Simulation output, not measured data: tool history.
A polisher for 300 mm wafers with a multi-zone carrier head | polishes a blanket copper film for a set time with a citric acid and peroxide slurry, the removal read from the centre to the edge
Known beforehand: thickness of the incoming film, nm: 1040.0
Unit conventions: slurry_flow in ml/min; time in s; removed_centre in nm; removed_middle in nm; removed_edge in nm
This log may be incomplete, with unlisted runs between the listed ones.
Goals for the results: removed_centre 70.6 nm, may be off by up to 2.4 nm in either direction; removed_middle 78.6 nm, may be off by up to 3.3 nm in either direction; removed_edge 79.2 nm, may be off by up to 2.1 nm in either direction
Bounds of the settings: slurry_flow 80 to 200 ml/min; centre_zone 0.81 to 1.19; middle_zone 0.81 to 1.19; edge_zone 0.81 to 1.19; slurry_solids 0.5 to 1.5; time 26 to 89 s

run 1 day=0 | slurry_flow=130 centre_zone=1 middle_zone=1 edge_zone=1 slurry_solids=1 time=57 | removed_centre=141.53 removed_middle=138.52 removed_edge=146.37
run 2 day=0.262 | slurry_flow=125 centre_zone=0.99 middle_zone=1 edge_zone=0.98 slurry_solids=0.95 time=54 | removed_centre=130.13 removed_middle=131.09 removed_edge=134.22
run 3 day=0.342 | slurry_flow=125 centre_zone=0.99 middle_zone=1 edge_zone=1.03 slurry_solids=0.95 time=54 | removed_centre=128.19 removed_middle=128.81 removed_edge=136.83
run 4 day=0.408 | slurry_flow=140 centre_zone=0.99 middle_zone=1 edge_zone=1.03 slurry_solids=0.95 time=54 | removed_centre=133.43 removed_middle=131.92 removed_edge=140.53
run 5 day=0.546 | slurry_flow=140 centre_zone=0.95 middle_zone=1 edge_zone=1.03 slurry_solids=0.95 time=54 | removed_centre=128.08 removed_middle=131 removed_edge=137.79
run 6 day=0.683 | slurry_flow=140 centre_zone=0.95 middle_zone=1 edge_zone=1.03 slurry_solids=0.95 time=45 | removed_centre=106.71 removed_middle=110.17 removed_edge=114.82
run 7 day=0.767 | slurry_flow=135 centre_zone=0.94 middle_zone=0.99 edge_zone=1.01 slurry_solids=0.9 time=44 | removed_centre=99.036 removed_middle=103.32 removed_edge=109.49
run 8 day=1.012 | slurry_flow=135 centre_zone=0.94 middle_zone=0.99 edge_zone=0.99 slurry_solids=0.85 time=43 | removed_centre=95.442 removed_middle=100.61 removed_edge=105.28
run 9 day=1.183 | slurry_flow=135 centre_zone=0.94 middle_zone=0.99 edge_zone=0.97 slurry_solids=0.8 time=42 | removed_centre=91.358 removed_middle=94.181 removed_edge=98.61
run 10 day=1.55 | slurry_flow=135 centre_zone=0.93 middle_zone=0.99 edge_zone=0.95 slurry_solids=0.75 time=42 | removed_centre=88.232 removed_middle=91.923 removed_edge=94.571
run 11 day=1.783 | slurry_flow=135 centre_zone=0.93 middle_zone=0.99 edge_zone=0.95 slurry_solids=0.75 time=42 | removed_centre=87.304 removed_middle=95.578 removed_edge=94.759
run 12 day=2.067 | slurry_flow=135 centre_zone=0.92 middle_zone=0.98 edge_zone=0.94 slurry_solids=0.75 time=42 | removed_centre=87.094 removed_middle=93.974 removed_edge=96.331
run 13 day=2.212 | slurry_flow=100 centre_zone=0.9 middle_zone=1 edge_zone=0.86 slurry_solids=0.5 time=37 | removed_centre=61.604 removed_middle=65.93 removed_edge=65.851
run 14 day=2.5 | slurry_flow=105 centre_zone=0.9 middle_zone=1 edge_zone=0.87 slurry_solids=0.5 time=37 | removed_centre=60.926 removed_middle=67.649 removed_edge=67.083
run 15 day=2.746 | slurry_flow=110 centre_zone=0.9 middle_zone=0.99 edge_zone=0.88 slurry_solids=0.5 time=37 | removed_centre=63.346 removed_middle=68.204 removed_edge=68.011
run 16 day=2.9 | slurry_flow=115 centre_zone=0.9 middle_zone=0.99 edge_zone=0.89 slurry_solids=0.5 time=37 | removed_centre=61.515 removed_middle=68.986 removed_edge=68.952
run 17 day=3.071 | slurry_flow=120 centre_zone=0.91 middle_zone=0.98 edge_zone=0.89 slurry_solids=0.5 time=37 | removed_centre=63.904 removed_middle=69.778 removed_edge=69.245
run 18 day=3.429 | slurry_flow=125 centre_zone=0.91 middle_zone=0.98 edge_zone=0.9 slurry_solids=0.5 time=37 | removed_centre=64.567 removed_middle=71.106 removed_edge=69.295
run 19 day=3.642 | slurry_flow=160 centre_zone=0.89 middle_zone=0.95 edge_zone=1 slurry_solids=0.7 time=37 | removed_centre=75.168 removed_middle=80.275 removed_edge=86.474
run 20 day=3.838 | slurry_flow=155 centre_zone=0.89 middle_zone=0.95 edge_zone=0.99 slurry_solids=0.7 time=37 | removed_centre=75.496 removed_middle=79.621 removed_edge=85.78
run 21 day=3.946 | slurry_flow=150 centre_zone=0.89 middle_zone=0.95 edge_zone=0.98 slurry_solids=0.7 time=37 | removed_centre=75.495 removed_middle=79.669 removed_edge=84.427
run 22 day=4.142 | slurry_flow=150 centre_zone=0.89 middle_zone=0.95 edge_zone=0.97 slurry_solids=0.7 time=37 | removed_centre=75.008 removed_middle=78.67 removed_edge=82.775
run 23 day=4.192 | slurry_flow=150 centre_zone=0.89 middle_zone=0.95 edge_zone=0.96 slurry_solids=0.7 time=37 | removed_centre=76.076 removed_middle=79.105 removed_edge=84.307

5 next moves are on the table. One of them brings every result within its allowed miss. Which?
run A day=4.242 | slurry_flow=150 centre_zone=0.95 middle_zone=0.82 edge_zone=0.98 slurry_solids=0.75 time=38 | removed_centre=? removed_middle=? removed_edge=?
run B day=4.242 | slurry_flow=160 centre_zone=0.81 middle_zone=0.93 edge_zone=1 slurry_solids=0.65 time=39 | removed_centre=? removed_middle=? removed_edge=?
run C day=4.242 | slurry_flow=195 centre_zone=0.87 middle_zone=0.97 edge_zone=0.93 slurry_solids=0.9 time=32 | removed_centre=? removed_middle=? removed_edge=?
run D day=4.242 | slurry_flow=185 centre_zone=0.93 middle_zone=0.84 edge_zone=1 slurry_solids=0.75 time=37 | removed_centre=? removed_middle=? removed_edge=?
run E day=4.242 | slurry_flow=185 centre_zone=0.89 middle_zone=0.96 edge_zone=0.84 slurry_solids=0.5 time=39 | removed_centre=? removed_middle=? removed_edge=?

move=A removed_centre=84.503 removed_middle=73.776 removed_edge=88.544
move=B removed_centre=71.003 removed_middle=80.671 removed_edge=87.693
move=C removed_centre=72.101 removed_middle=78.64 removed_edge=79.119
move=D removed_centre=83.262 removed_middle=75.45 removed_edge=88.894
move=E removed_centre=71.782 removed_middle=75.928 removed_edge=73.716
A: its largest miss is bigger than the last run's
B: its largest miss is bigger than the last run's
C: each result inside its tolerance
D: its largest miss is bigger than the last run's
E: carries the result that was furthest off beyond its target, to the other side
Answer: C
